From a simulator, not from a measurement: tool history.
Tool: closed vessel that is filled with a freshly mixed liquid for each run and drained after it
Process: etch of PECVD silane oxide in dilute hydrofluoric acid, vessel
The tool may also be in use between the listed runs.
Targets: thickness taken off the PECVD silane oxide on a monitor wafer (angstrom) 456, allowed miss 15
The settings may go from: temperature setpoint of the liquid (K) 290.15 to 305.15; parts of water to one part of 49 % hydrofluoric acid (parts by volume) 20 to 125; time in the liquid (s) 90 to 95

run    day  temperature setpoint of the liquid (K)  parts of water to one part of 49 % hydrofluoric acid (parts by volume)  time in the liquid (s)  thickness taken off the PECVD silane oxide on a monitor wafer (angstrom)
  1      0                                  297.15                                                                      70                      90                                                                    643.62
  2  0.212                                  295.15                                                                      70                      90                                                                    580.68
  3  0.346                                  295.15                                                                      70                      90                                                                    598.49
  4  0.467                                  295.15                                                                      70                      90                                                                    591.98
  5  0.583                                  295.15                                                                      70                      90                                                                    602.53
  6  0.733                                  295.15                                                                      50                      90                                                                     852.1
  7  0.767                                  293.65                                                                      55                      90                                                                     719.2
  8  0.992                                  292.65                                                                      60                      90                                                                    621.01
  9    1.2                                  292.15                                                                      65                      90                                                                    568.32
 10  1.425                                  291.65                                                                      65                      90                                                                    565.63
 11  1.579                                  291.15                                                                      70                      90                                                                    502.09
 12  1.829                                  290.65                                                                      70                      90                                                                    482.53

4 next moves are on the table. One of them brings every result within its allowed miss. Which?
  A  2.079                                  292.65                                                                      75                      90                                                                         ?
  B  2.079                                  290.15                                                                      65                      90                                                                         ?
  C  2.079                                  292.15                                                                      80                      90                                                                         ?
  D  2.079                                  291.65                                                                      75                      95                                                                         ?

move  thickness taken off the PECVD silane oxide on a monitor wafer (angstrom)
   A                                                                    495.32
   B                                                                    519.69
   C                                                                    452.15
   D                                                                    501.28
A: further off than the last run
B: further off than the last run
C: meets every target
D: further off than the last run
The right move is C.
